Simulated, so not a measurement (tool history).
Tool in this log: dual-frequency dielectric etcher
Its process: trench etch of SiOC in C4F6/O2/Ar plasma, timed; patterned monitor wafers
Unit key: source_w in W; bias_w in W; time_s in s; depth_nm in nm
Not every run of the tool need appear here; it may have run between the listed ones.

run,hour,source_w,bias_w,time_s,depth_nm
1,0.0,300,233,11,21.253
2,3.8,280,225,11,20.275
3,8.0,280,261,11,21.853
4,12.2,260,251,11,20.509
5,15.4,250,248,11,20.132
6,16.4,250,275,11,21.214
7,24.4,240,267,11,20.279

Run 8 comes next. What will it give?
8,30.1,180,234,11,?

Run 8 measured depth_nm 16.300 nm.

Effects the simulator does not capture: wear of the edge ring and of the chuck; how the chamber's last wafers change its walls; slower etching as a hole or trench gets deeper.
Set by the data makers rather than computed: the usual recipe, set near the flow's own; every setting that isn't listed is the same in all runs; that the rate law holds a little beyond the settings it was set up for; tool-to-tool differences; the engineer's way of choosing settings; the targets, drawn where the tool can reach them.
